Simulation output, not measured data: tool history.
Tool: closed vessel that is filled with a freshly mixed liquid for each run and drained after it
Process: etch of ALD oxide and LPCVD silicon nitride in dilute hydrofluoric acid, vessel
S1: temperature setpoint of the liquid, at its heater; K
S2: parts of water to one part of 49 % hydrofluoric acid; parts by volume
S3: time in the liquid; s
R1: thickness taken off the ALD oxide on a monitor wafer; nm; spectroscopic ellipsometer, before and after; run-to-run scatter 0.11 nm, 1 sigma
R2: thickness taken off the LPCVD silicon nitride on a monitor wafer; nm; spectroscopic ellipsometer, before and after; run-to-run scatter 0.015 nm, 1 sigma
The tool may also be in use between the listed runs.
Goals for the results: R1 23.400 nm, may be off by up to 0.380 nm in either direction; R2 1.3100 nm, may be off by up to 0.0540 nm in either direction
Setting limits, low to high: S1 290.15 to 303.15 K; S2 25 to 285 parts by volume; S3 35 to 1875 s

run 1 hour=0.0 | S1=295.15 S2=155 S3=955 | R1=52.142 R2=2.8549
run 2 hour=8.4 | S1=294.15 S2=180 S3=960 | R1=42.059 R2=2.3564
run 3 hour=12.3 | S1=293.15 S2=200 S3=960 | R1=35.945 R2=1.9433
run 4 hour=18.9 | S1=290.15 S2=200 S3=960 | R1=31.901 R2=1.6052
run 5 hour=26.0 | S1=290.65 S2=215 S3=965 | R1=29.997 R2=1.5999
-- hour=33.5 hydrofluoric acid flow meter replaced
run 6 hour=33.5 | S1=290.65 S2=225 S3=965 | R1=25.510 R2=1.3906
run 7 hour=40.8 | S1=290.65 S2=225 S3=965 | R1=25.352 R2=1.3381
run 8 hour=48.3 | S1=291.15 S2=230 S3=970 | R1=25.465 R2=1.3703
run 9 hour=51.5 | S1=291.65 S2=235 S3=975 | R1=25.400 R2=1.4013
run 10 hour=59.2 | S1=291.65 S2=240 S3=980 | R1=24.819 R2=1.3979
run 11 hour=66.2 | S1=291.65 S2=240 S3=985 | R1=24.837 R2=1.3638
run 12 hour=71.6 | S1=291.65 S2=240 S3=985 | R1=24.827 R2=1.4235
run 13 hour=75.7 | S1=290.15 S2=245 S3=990 | R1=23.235 R2=1.2345

Which single option among these 5 for the next run brings every result within its allowed miss of target? Just one does.
run A hour=79.8 | S1=295.65 S2=270 S3=870 | R1=? R2=?
run B hour=79.8 | S1=290.15 S2=235 S3=1000 | R1=? R2=?
run C hour=79.8 | S1=291.15 S2=255 S3=1010 | R1=? R2=?
run D hour=79.8 | S1=290.15 S2=205 S3=810 | R1=? R2=?
run E hour=79.8 | S1=290.15 S2=270 S3=1160 | R1=? R2=?

move=A R1=22.153 R2=1.4127
move=B R1=24.577 R2=1.3016
move=C R1=23.361 R2=1.2990
move=D R1=23.443 R2=1.2013
move=E R1=24.069 R2=1.3227
A: takes the biggest miss from the last run beyond its target
B: gets the furthest-off result to its target, but another result is out of tolerance
C: all results in spec
D: misses by more than the last run did
E: gets the furthest-off result to its target, but another result is out of tolerance
C is the move that brings every result within its allowed miss.
